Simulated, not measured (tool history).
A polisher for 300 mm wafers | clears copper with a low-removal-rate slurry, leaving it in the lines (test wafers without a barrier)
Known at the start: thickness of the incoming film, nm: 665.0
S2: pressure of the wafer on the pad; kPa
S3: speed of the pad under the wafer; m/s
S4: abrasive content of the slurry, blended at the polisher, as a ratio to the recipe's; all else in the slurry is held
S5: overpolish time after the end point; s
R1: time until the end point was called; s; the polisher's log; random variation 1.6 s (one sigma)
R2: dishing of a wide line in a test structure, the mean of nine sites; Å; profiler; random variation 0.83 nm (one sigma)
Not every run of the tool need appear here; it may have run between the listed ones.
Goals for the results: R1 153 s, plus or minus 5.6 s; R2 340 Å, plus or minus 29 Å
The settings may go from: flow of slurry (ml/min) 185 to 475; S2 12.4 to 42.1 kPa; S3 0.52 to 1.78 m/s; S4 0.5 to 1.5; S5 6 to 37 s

{"run": 1, "hour": 0.0, "flow of slurry (ml/min)": 305, "S2": 26.9, "S3": 1.14, "S4": 1, "S5": 19, "R1": 140.47, "R2": 549.6}
{"run": 2, "hour": 6.7, "flow of slurry (ml/min)": 305, "S2": 26.2, "S3": 1.14, "S4": 1, "S5": 16, "R1": 147.5, "R2": 467.02}
{"run": 3, "hour": 11.1, "flow of slurry (ml/min)": 305, "S2": 26.2, "S3": 0.98, "S4": 1, "S5": 16, "R1": 168.13, "R2": 433.89}
{"run": 4, "hour": 18.3, "flow of slurry (ml/min)": 305, "S2": 21.4, "S3": 0.98, "S4": 1, "S5": 16, "R1": 206.53, "R2": 362.62}
{"run": 5, "hour": 24.8, "flow of slurry (ml/min)": 305, "S2": 23.4, "S3": 0.98, "S4": 1, "S5": 14, "R1": 187.02, "R2": 352.98}
{"run": 6, "hour": 31.8, "flow of slurry (ml/min)": 305, "S2": 24.8, "S3": 0.98, "S4": 1, "S5": 13, "R1": 174.08, "R2": 332.84}
{"run": 7, "hour": 39.9, "flow of slurry (ml/min)": 305, "S2": 25.5, "S3": 0.98, "S4": 1, "S5": 13, "R1": 171.63, "R2": 347.38}
{"run": 8, "hour": 42.0, "flow of slurry (ml/min)": 305, "S2": 26.2, "S3": 0.98, "S4": 1, "S5": 12, "R1": 171.49, "R2": 334.04}
{"run": 9, "hour": 48.5, "flow of slurry (ml/min)": 305, "S2": 26.9, "S3": 0.98, "S4": 1, "S5": 12, "R1": 161.47, "R2": 350.62}
{"run": 10, "hour": 56.3, "flow of slurry (ml/min)": 305, "S2": 27.6, "S3": 0.98, "S4": 1, "S5": 11, "R1": 159.03, "R2": 320.37}

Next run, 4 choices. One meets every target within its allowed miss, the rest don't. Which?
{"run": "A", "hour": 64.1, "flow of slurry (ml/min)": 340, "S2": 26.9, "S3": 1.16, "S4": 1, "S5": 10, "R1": "?", "R2": "?"}
{"run": "B", "hour": 64.1, "flow of slurry (ml/min)": 290, "S2": 24.1, "S3": 1.18, "S4": 1.05, "S5": 11, "R1": "?", "R2": "?"}
{"run": "C", "hour": 64.1, "flow of slurry (ml/min)": 325, "S2": 29.6, "S3": 1.02, "S4": 1.1, "S5": 10, "R1": "?", "R2": "?"}
{"run": "D", "hour": 64.1, "flow of slurry (ml/min)": 375, "S2": 29, "S3": 1, "S4": 0.7, "S5": 12, "R1": "?", "R2": "?"}

move=A R1=140.56 R2=331.65
move=B R1=153.17 R2=332.01
move=C R1=138.5 R2=337.51
move=D R1=165.56 R2=338.14
A: the result that was furthest off in the last run now lies on the other side of its target
B: all results in spec
C: the result that was furthest off in the last run now lies on the other side of its target
D: further off than the last run
Correct choice: B, which meets every target

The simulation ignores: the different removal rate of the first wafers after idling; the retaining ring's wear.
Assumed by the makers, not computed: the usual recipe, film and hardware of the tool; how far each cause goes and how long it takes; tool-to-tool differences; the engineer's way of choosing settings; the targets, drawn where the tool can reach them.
